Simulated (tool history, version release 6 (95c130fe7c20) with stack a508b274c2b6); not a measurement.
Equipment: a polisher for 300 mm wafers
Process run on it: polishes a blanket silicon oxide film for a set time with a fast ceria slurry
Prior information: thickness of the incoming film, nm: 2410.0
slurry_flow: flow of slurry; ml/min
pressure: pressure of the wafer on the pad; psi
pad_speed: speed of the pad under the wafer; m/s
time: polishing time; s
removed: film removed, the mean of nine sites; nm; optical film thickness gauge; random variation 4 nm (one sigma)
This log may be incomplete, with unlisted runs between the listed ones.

| run | hour | slurry_flow | pressure | pad_speed | time | removed |
|---|---|---|---|---|---|---|
| 1 | 0.0 | 275 | 2.8 | 1.24 | 19 | 349.36 |
| 2 | 5.0 | 275 | 2.8 | 1.24 | 19 | 339.24 |
| 3 | 13.1 | 275 | 2.2 | 1.24 | 19 | 273.03 |
| 4 | 16.8 | 275 | 2.2 | 1.04 | 19 | 228.88 |
|  | 20.3 | head pressure recalibrated |
| 5 | 20.3 | 305 | 2.2 | 1.04 | 19 | 254.09 |
| 6 | 22.2 | 305 | 2.2 | 0.88 | 19 | 217.58 |
| 7 | 30.3 | 335 | 2.4 | 0.88 | 19 | 238.74 |

Predict the results of run 8:
| 8 | 33.6 | 350 | 2.6 | 0.88 | 19 | ? |

For run 8 the tool returned removed 259.86 nm.

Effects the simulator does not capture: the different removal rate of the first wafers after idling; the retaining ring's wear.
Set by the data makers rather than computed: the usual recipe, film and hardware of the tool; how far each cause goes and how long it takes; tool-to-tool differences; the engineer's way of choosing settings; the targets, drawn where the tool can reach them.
